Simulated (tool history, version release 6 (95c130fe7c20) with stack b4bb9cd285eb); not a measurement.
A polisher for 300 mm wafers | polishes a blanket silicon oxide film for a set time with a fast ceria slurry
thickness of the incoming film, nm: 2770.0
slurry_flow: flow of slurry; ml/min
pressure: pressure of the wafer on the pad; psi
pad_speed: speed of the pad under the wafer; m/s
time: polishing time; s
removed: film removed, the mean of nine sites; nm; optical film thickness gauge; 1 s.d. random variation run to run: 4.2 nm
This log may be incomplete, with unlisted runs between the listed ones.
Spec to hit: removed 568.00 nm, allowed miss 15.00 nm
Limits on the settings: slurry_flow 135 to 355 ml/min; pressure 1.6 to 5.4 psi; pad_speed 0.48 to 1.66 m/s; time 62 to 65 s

run 1 day=0.000 | slurry_flow=225 pressure=3.5 pad_speed=1.06 time=62 | removed=1176.00
run 2 day=0.221 | slurry_flow=225 pressure=3.2 pad_speed=1.06 time=62 | removed=1064.10
run 3 day=0.462 | slurry_flow=220 pressure=2.7 pad_speed=1.02 time=62 | removed=867.33
run 4 day=0.712 | slurry_flow=215 pressure=2.4 pad_speed=1.00 time=62 | removed=758.43
run 5 day=1.071 | slurry_flow=205 pressure=2.2 pad_speed=1.00 time=62 | removed=700.66
run 6 day=1.275 | slurry_flow=195 pressure=2.0 pad_speed=1.00 time=62 | removed=632.07
run 7 day=1.412 | slurry_flow=180 pressure=2.0 pad_speed=1.00 time=62 | removed=621.26
run 8 day=1.592 | slurry_flow=180 pressure=2.0 pad_speed=1.00 time=62 | removed=629.67
run 9 day=1.917 | slurry_flow=170 pressure=1.6 pad_speed=1.00 time=62 | removed=497.44
run 10 day=2.229 | slurry_flow=190 pressure=1.6 pad_speed=1.00 time=62 | removed=507.63
run 11 day=2.329 | slurry_flow=190 pressure=1.7 pad_speed=1.00 time=62 | removed=538.43
run 12 day=2.683 | slurry_flow=200 pressure=1.7 pad_speed=1.00 time=62 | removed=545.38
run 13 day=2.988 | slurry_flow=205 pressure=1.7 pad_speed=1.00 time=62 | removed=539.89

Of the 5 settings listed for the next run, only one would bring every result within its allowed miss of target. Which one?
run A day=3.292 | slurry_flow=210 pressure=1.6 pad_speed=1.12 time=62 | removed=?
run B day=3.292 | slurry_flow=255 pressure=2.0 pad_speed=0.74 time=63 | removed=?
run C day=3.292 | slurry_flow=195 pressure=1.9 pad_speed=0.88 time=62 | removed=?
run D day=3.292 | slurry_flow=170 pressure=2.2 pad_speed=0.88 time=64 | removed=?
run E day=3.292 | slurry_flow=205 pressure=2.0 pad_speed=0.90 time=65 | removed=?

move=A removed=577.85
move=B removed=510.60
move=C removed=539.47
move=D removed=625.73
move=E removed=610.39
A: each result inside its tolerance
B: lands further from the targets than the last run did
C: just as far off the targets as the last run
D: pushes the last run's worst result past its target
E: pushes the last run's worst result past its target
A is the move that brings every result within its allowed miss.
